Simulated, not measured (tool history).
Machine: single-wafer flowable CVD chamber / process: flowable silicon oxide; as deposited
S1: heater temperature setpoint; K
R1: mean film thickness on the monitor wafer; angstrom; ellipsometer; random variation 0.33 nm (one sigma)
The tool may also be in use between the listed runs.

run 1 hour=0 | S1=383.15 chamber_pressure_(Pa)=91.6 RF_power_(kW)=1.64 deposition_time_(s)=388 | R1=1302.4
run 2 hour=1.9 | S1=383.15 chamber_pressure_(Pa)=91.6 RF_power_(kW)=1.81 deposition_time_(s)=388 | R1=1329.3
run 3 hour=4.7 | S1=383.15 chamber_pressure_(Pa)=91.6 RF_power_(kW)=1.81 deposition_time_(s)=388 | R1=1325.4
run 4 hour=13.4 | S1=383.15 chamber_pressure_(Pa)=91.6 RF_power_(kW)=1.81 deposition_time_(s)=388 | R1=1330.5
run 5 hour=14 | S1=383.15 chamber_pressure_(Pa)=91.6 RF_power_(kW)=2.04 deposition_time_(s)=388 | R1=1361.1
run 6 hour=14.9 | S1=385.15 chamber_pressure_(Pa)=91.6 RF_power_(kW)=2.04 deposition_time_(s)=388 | R1=1288

Forecast run 7:
run 7 hour=22.6 | S1=387.15 chamber_pressure_(Pa)=91.6 RF_power_(kW)=2.04 deposition_time_(s)=388 | R1=?

Run 7 yielded R1 1217.6 angstrom.

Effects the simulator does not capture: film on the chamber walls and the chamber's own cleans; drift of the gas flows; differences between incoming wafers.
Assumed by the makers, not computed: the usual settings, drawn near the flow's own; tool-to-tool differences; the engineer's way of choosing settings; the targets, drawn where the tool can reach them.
